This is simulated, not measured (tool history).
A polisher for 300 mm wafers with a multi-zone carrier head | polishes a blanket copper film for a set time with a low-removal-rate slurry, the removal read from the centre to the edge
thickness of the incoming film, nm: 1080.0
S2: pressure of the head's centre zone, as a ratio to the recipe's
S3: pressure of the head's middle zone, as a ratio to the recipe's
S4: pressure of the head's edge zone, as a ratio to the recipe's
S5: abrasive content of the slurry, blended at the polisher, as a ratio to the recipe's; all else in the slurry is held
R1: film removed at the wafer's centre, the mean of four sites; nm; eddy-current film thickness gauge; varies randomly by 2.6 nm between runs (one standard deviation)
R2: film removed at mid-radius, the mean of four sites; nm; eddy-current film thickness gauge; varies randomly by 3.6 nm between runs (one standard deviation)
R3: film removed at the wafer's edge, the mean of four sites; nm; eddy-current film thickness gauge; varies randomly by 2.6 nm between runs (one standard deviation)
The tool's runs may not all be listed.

{"run": 1, "hour": 0.0, "flow of slurry (ml/min)": 315, "S2": 1, "S3": 1, "S4": 1, "S5": 1, "polishing time (s)": 75, "R1": 184.28, "R2": 179.19, "R3": 178.97}
{"run": 2, "hour": 4.8, "flow of slurry (ml/min)": 315, "S2": 1, "S3": 1, "S4": 1, "S5": 0.85, "polishing time (s)": 75, "R1": 178.35, "R2": 175.76, "R3": 172.02}
{"run": 3, "hour": 6.5, "flow of slurry (ml/min)": 325, "S2": 1.03, "S3": 1.05, "S4": 0.99, "S5": 1, "polishing time (s)": 79, "R1": 201.03, "R2": 200.47, "R3": 187.08}
{"run": 4, "hour": 12.0, "flow of slurry (ml/min)": 330, "S2": 1.06, "S3": 1.09, "S4": 1, "S5": 1.15, "polishing time (s)": 81, "R1": 218.25, "R2": 209.15, "R3": 196.35}
{"run": 5, "hour": 16.4, "flow of slurry (ml/min)": 340, "S2": 1.07, "S3": 1.12, "S4": 0.99, "S5": 1.2, "polishing time (s)": 85, "R1": 234.28, "R2": 228.64, "R3": 213.28}
{"run": 6, "hour": 22.7, "flow of slurry (ml/min)": 340, "S2": 1, "S3": 1.12, "S4": 0.99, "S5": 1.2, "polishing time (s)": 85, "R1": 218.78, "R2": 224.07, "R3": 211.19}

Expected results for the next run?
{"run": 7, "hour": 28.5, "flow of slurry (ml/min)": 345, "S2": 1.03, "S3": 1.14, "S4": 0.97, "S5": 1.25, "polishing time (s)": 88, "R1": "?", "R2": "?", "R3": "?"}

R1: 236.07 nm
R2: 241.95 nm
R3: 218.71 nm
